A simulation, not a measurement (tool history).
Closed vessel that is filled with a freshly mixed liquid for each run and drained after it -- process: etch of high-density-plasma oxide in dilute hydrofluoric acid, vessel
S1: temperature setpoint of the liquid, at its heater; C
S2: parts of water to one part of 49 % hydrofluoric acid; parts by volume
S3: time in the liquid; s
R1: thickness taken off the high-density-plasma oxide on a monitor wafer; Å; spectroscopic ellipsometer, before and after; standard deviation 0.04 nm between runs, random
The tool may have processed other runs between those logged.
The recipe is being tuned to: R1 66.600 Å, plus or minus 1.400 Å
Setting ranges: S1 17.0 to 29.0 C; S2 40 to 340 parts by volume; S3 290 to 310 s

Run 1, hour 0.0: S1 21.0 C, S2 190 parts by volume, S3 290 s. Result: R1 74.453 Å.
Run 2, hour 7.3: S1 21.0 C, S2 135 parts by volume, S3 290 s. Result: R1 110.920 Å.
Run 3, hour 9.1: S1 21.0 C, S2 135 parts by volume, S3 290 s. Result: R1 111.220 Å.
Run 4, hour 14.1: S1 21.0 C, S2 135 parts by volume, S3 310 s. Result: R1 116.960 Å.
Run 5, hour 17.8: S1 21.0 C, S2 135 parts by volume, S3 310 s. Result: R1 118.610 Å.
Run 6, hour 21.3: S1 20.5 C, S2 145 parts by volume, S3 310 s. Result: R1 107.950 Å.
Run 7, hour 23.0: S1 20.0 C, S2 155 parts by volume, S3 310 s. Result: R1 98.023 Å.
Run 8, hour 30.2: S1 19.5 C, S2 160 parts by volume, S3 310 s. Result: R1 91.648 Å.
Run 9, hour 38.5: S1 19.0 C, S2 165 parts by volume, S3 310 s. Result: R1 85.755 Å.
Run 10, hour 43.4: S1 18.5 C, S2 170 parts by volume, S3 310 s. Result: R1 82.502 Å.
Run 11, hour 47.9: S1 17.0 C, S2 200 parts by volume, S3 310 s. Result: R1 64.102 Å.
Run 12, hour 50.9: S1 17.0 C, S2 200 parts by volume, S3 310 s. Result: R1 63.868 Å.

Pick the move, out of 4, that brings all results within their allowed miss; only one does.
Run A, hour 53.9: S1 17.0 C, S2 200 parts by volume, S3 290 s. Result: R1 ?.
Run B, hour 53.9: S1 17.0 C, S2 200 parts by volume, S3 295 s. Result: R1 ?.
Run C, hour 53.9: S1 17.5 C, S2 185 parts by volume, S3 290 s. Result: R1 ?.
Run D, hour 53.9: S1 17.5 C, S2 210 parts by volume, S3 310 s. Result: R1 ?.

move      R1
   A  59.638
   B  60.666
   C  66.696
   D  61.367
A: the biggest miss grows against the last run
B: the biggest miss grows against the last run
C: meets every target
D: the biggest miss grows against the last run
Answer: C
